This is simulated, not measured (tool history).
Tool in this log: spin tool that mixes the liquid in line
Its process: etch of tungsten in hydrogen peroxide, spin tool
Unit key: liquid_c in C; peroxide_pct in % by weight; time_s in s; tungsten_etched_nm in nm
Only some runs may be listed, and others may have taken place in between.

Run 1, hour 0.0: liquid_c 45.0 C, peroxide_pct 21.0 % by weight, time_s 55 s. Result: tungsten_etched_nm 87.727 nm.
Run 2, hour 8.4: liquid_c 41.5 C, peroxide_pct 19.5 % by weight, time_s 55 s. Result: tungsten_etched_nm 68.260 nm.
Run 3, hour 13.9: liquid_c 39.0 C, peroxide_pct 18.0 % by weight, time_s 55 s. Result: tungsten_etched_nm 55.121 nm.
Run 4, hour 18.1: liquid_c 35.5 C, peroxide_pct 18.0 % by weight, time_s 55 s. Result: tungsten_etched_nm 43.933 nm.
Run 5, hour 25.4: liquid_c 38.5 C, peroxide_pct 18.0 % by weight, time_s 55 s. Result: tungsten_etched_nm 53.205 nm.
Run 6, hour 27.5: liquid_c 38.5 C, peroxide_pct 18.0 % by weight, time_s 60 s. Result: tungsten_etched_nm 58.515 nm.
Run 7, hour 28.2: liquid_c 36.5 C, peroxide_pct 17.0 % by weight, time_s 60 s. Result: tungsten_etched_nm 49.788 nm.
At hour 29.6: peroxide flow meter replaced.
Run 8, hour 29.6: liquid_c 35.5 C, peroxide_pct 16.0 % by weight, time_s 60 s. Result: tungsten_etched_nm 46.905 nm.

Run 9, settings as shown, results not yet in. Your forecast:
Run 9, hour 36.5: liquid_c 34.5 C, peroxide_pct 15.0 % by weight, time_s 60 s. Result: tungsten_etched_nm ?.

Run 9 measured tungsten_etched_nm 42.081 nm.

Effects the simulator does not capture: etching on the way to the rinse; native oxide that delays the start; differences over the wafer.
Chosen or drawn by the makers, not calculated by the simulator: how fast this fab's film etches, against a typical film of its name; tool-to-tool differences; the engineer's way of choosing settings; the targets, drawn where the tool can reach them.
